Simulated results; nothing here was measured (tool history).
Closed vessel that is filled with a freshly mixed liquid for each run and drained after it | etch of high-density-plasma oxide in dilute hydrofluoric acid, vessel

run  hour  temperature setpoint of the liquid (K)  parts of water to one part of 49 % hydrofluoric acid (parts by volume)  time in the liquid (s)  thickness taken off the high-density-plasma oxide on a monitor wafer (angstrom)
  1     0                                  296.15                                                                     125                     275                                                                           122.46
  2   1.8                                  296.15                                                                     125                     295                                                                           132.12
  3  10.3                                  294.65                                                                     125                     295                                                                           124.91
  4  15.4                                  297.65                                                                     100                     295                                                                           180.64
  5    20                                  297.65                                                                      70                     295                                                                           267.69
  6    24                                  300.15                                                                      70                     295                                                                           296.91
  7  26.8                                  301.15                                                                      65                     295                                                                           335.25
  8  30.3                                  301.15                                                                      65                     295                                                                           334.87

Run 9 comes next. What will it give?
  9  35.4                                  302.15                                                                      65                     295                                                                                ?

Run 9 gave thickness taken off the high-density-plasma oxide on a monitor wafer (angstrom) 348.59.
